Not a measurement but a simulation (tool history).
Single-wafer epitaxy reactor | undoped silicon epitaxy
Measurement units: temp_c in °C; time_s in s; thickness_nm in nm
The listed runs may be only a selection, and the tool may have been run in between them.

run  hour  temp_c  time_s  thickness_nm
  1   0.0     675     572        151.33
  2   1.3     678     577        161.12
  3   6.7     678     652        182.65
  4   8.1     680     652        191.91
  5   9.8     673     652        163.72
  6  16.1     673     706        176.86
  7  17.5     675     706        186.61

The next listed run, before its measurement:
  8  18.7     677     706             ?

thickness_nm: 195.55 nm
